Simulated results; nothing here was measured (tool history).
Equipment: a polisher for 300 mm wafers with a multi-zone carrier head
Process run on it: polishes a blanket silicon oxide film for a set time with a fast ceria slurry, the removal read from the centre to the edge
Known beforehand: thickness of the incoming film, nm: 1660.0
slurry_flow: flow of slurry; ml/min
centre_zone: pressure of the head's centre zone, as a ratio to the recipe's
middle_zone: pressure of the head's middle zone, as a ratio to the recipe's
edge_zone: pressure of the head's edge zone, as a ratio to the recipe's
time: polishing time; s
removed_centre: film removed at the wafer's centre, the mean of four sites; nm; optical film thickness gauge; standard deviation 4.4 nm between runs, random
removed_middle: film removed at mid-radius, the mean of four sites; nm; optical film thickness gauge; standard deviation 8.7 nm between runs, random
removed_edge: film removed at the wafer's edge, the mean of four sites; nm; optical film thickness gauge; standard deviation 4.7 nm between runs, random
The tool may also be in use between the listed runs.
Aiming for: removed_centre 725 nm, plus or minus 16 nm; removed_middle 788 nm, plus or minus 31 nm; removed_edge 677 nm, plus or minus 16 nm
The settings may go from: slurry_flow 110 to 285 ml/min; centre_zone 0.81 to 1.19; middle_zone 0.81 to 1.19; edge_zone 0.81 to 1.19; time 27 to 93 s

Run 1, hour 0: slurry_flow 180 ml/min, centre_zone 1, middle_zone 1, edge_zone 1, time 59 s. Result: removed_centre 546.85 nm, removed_middle 543.74 nm, removed_edge 531.14 nm.
Run 2, hour 5.1: slurry_flow 185 ml/min, centre_zone 1.01, middle_zone 1.02, edge_zone 1.01, time 60 s. Result: removed_centre 558.57 nm, removed_middle 559.44 nm, removed_edge 545.95 nm.
Run 3, hour 8.1: slurry_flow 145 ml/min, centre_zone 1.01, middle_zone 1.02, edge_zone 1.01, time 60 s. Result: removed_centre 541.98 nm, removed_middle 542.93 nm, removed_edge 531.62 nm.
Run 4, hour 11.6: slurry_flow 145 ml/min, centre_zone 1.01, middle_zone 0.95, edge_zone 1.01, time 60 s. Result: removed_centre 542.87 nm, removed_middle 518.2 nm, removed_edge 531.75 nm.
Run 5, hour 14.8: slurry_flow 155 ml/min, centre_zone 1.01, middle_zone 0.97, edge_zone 1.01, time 61 s. Result: removed_centre 557.4 nm, removed_middle 535.13 nm, removed_edge 546.08 nm.
Run 6, hour 22.7: slurry_flow 155 ml/min, centre_zone 1.01, middle_zone 0.97, edge_zone 1.01, time 71 s. Result: removed_centre 646.66 nm, removed_middle 633.26 nm, removed_edge 627.27 nm.
Run 7, hour 25.7: slurry_flow 205 ml/min, centre_zone 1.02, middle_zone 1.07, edge_zone 1.02, time 72 s. Result: removed_centre 694.1 nm, removed_middle 724.5 nm, removed_edge 666.95 nm.
Run 8, hour 30.8: slurry_flow 210 ml/min, centre_zone 1.02, middle_zone 1.08, edge_zone 1.02, time 72 s. Result: removed_centre 696.3 nm, removed_middle 738.41 nm, removed_edge 671.57 nm.
Run 9, hour 36.6: slurry_flow 215 ml/min, centre_zone 1.02, middle_zone 1.08, edge_zone 1.02, time 72 s. Result: removed_centre 700.06 nm, removed_middle 719.52 nm, removed_edge 666.02 nm.
Run 10, hour 44: slurry_flow 220 ml/min, centre_zone 1.02, middle_zone 1.09, edge_zone 1.02, time 72 s. Result: removed_centre 690.75 nm, removed_middle 733.45 nm, removed_edge 671.7 nm.
Run 11, hour 51.2: slurry_flow 225 ml/min, centre_zone 1.02, middle_zone 1.1, edge_zone 1.02, time 72 s. Result: removed_centre 706.77 nm, removed_middle 727.31 nm, removed_edge 671.12 nm.
Run 12, hour 54.3: slurry_flow 225 ml/min, centre_zone 1.02, middle_zone 1.11, edge_zone 1.02, time 72 s. Result: removed_centre 699.6 nm, removed_middle 759.37 nm, removed_edge 671.87 nm.

Consider the 5 candidate settings below. Which is the only one whose results all fall within their allowed miss of target?
Run A, hour 57.4: slurry_flow 230 ml/min, centre_zone 1.06, middle_zone 1.12, edge_zone 0.95, time 75 s. Result: removed_centre ?, removed_middle ?, removed_edge ?.
Run B, hour 57.4: slurry_flow 280 ml/min, centre_zone 0.97, middle_zone 1.09, edge_zone 1.06, time 75 s. Result: removed_centre ?, removed_middle ?, removed_edge ?.
Run C, hour 57.4: slurry_flow 235 ml/min, centre_zone 0.98, middle_zone 1.12, edge_zone 0.99, time 73 s. Result: removed_centre ?, removed_middle ?, removed_edge ?.
Run D, hour 57.4: slurry_flow 205 ml/min, centre_zone 1.08, middle_zone 1.18, edge_zone 1.05, time 72 s. Result: removed_centre ?, removed_middle ?, removed_edge ?.
Run E, hour 57.4: slurry_flow 230 ml/min, centre_zone 0.95, middle_zone 1.06, edge_zone 0.96, time 78 s. Result: removed_centre ?, removed_middle ?, removed_edge ?.

move  removed_centre  removed_middle  removed_edge
   A          754.98          782.06        678.01
   B          727.48          780.54         726.7
   C          698.51          763.26        674.27
   D          723.21          774.26        675.51
   E          728.67          776.22         709.2
A: takes the result that was furthest off past its target
B: corrects the largest miss of the last run, while another result sits out of spec
C: roughly where the last run was
D: hits every target within its allowed miss
E: corrects the largest miss of the last run, while another result sits out of spec
The right move is D.

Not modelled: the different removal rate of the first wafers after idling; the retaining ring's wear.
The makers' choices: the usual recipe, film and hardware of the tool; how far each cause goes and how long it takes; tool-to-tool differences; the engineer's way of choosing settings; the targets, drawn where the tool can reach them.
